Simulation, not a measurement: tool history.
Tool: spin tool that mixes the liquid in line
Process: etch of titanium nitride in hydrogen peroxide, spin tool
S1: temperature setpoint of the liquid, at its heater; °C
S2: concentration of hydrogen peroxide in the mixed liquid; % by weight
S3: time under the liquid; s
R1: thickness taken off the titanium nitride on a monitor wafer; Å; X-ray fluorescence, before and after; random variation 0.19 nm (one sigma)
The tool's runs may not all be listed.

run  hour    S1    S2   S3       R1
  1   0.0  45.0  25.5  280  110.230
  2   1.8  40.0  25.5  280   75.136
  3   5.6  40.0  25.5  300   81.610
  4   6.2  42.5  25.5  300   97.250
  5  10.3  42.5  30.0  300  101.750
  6  14.5  44.5  30.0  300  119.070

Run 7 comes next. What will it give?
  7  21.7  46.0  30.0  300   ?

Run 7 gave R1 134.280 Å.
